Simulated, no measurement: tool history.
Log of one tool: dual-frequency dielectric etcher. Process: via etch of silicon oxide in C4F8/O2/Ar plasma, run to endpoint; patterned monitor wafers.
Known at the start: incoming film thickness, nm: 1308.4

run	day	source power (W)	bias power (W)	endpoint time (s)
1	0	2410	2759	220.22
2	0.25	2410	3218	205.64
3	0.4	2200	3041	219.08
4	0.546	2200	2828	224.64
5	0.858	2050	2723	233.2
6	1.042	2450	2723	220.2
7	1.392	2270	2610	228.11
8	1.479	2120	2523	238.29

Run 9 comes next. What will it give?
9	1.604	2020	2477	?

{"run 9": {"endpoint time (s)": 243.43}}
